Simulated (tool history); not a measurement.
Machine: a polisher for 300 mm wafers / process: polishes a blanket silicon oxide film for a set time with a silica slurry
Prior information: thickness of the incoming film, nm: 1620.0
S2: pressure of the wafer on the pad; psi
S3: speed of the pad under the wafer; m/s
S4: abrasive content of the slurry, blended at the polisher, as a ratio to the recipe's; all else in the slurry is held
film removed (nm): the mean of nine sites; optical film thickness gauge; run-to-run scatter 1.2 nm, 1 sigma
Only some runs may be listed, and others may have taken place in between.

Run 1, day 0.000: flow of slurry (ml/min) 165, S2 4.1 psi, S3 1.26 m/s, S4 1.0, polishing time (s) 48. Result: film removed (nm) 139.190.
Run 2, day 0.183: flow of slurry (ml/min) 165, S2 4.5 psi, S3 1.26 m/s, S4 1.0, polishing time (s) 48. Result: film removed (nm) 156.380.
Run 3, day 0.500: flow of slurry (ml/min) 165, S2 4.5 psi, S3 1.26 m/s, S4 1.0, polishing time (s) 44. Result: film removed (nm) 145.900.
Run 4, day 0.838: flow of slurry (ml/min) 165, S2 4.1 psi, S3 1.24 m/s, S4 1.0, polishing time (s) 44. Result: film removed (nm) 131.420.
Run 5, day 0.958: flow of slurry (ml/min) 165, S2 3.5 psi, S3 1.24 m/s, S4 1.0, polishing time (s) 44. Result: film removed (nm) 108.240.
Run 6, day 1.333: flow of slurry (ml/min) 165, S2 3.3 psi, S3 1.24 m/s, S4 1.0, polishing time (s) 44. Result: film removed (nm) 106.570.

For run 7, what comes out?
Run 7, day 1.558: flow of slurry (ml/min) 165, S2 3.1 psi, S3 1.24 m/s, S4 1.0, polishing time (s) 44. Result: film removed (nm) ?.

Run 7 gave film removed (nm) 99.038.
